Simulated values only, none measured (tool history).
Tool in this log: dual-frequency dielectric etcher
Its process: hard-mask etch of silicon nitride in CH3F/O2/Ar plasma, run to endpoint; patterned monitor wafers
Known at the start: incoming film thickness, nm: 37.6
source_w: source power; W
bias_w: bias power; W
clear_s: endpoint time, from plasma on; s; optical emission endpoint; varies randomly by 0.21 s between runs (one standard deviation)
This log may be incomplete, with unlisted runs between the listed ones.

run 1 hour=0.0 | source_w=330 bias_w=84 | clear_s=50.680
run 2 hour=2.0 | source_w=330 bias_w=97 | clear_s=48.554
run 3 hour=4.5 | source_w=310 bias_w=97 | clear_s=49.594
run 4 hour=10.8 | source_w=280 bias_w=97 | clear_s=52.748
run 5 hour=16.0 | source_w=310 bias_w=99 | clear_s=49.677
run 6 hour=23.0 | source_w=330 bias_w=100 | clear_s=47.819

What does the tool deliver on the next run?
run 7 hour=24.0 | source_w=340 bias_w=101 | clear_s=?

{"run 7": {"clear_s": 47.174}}
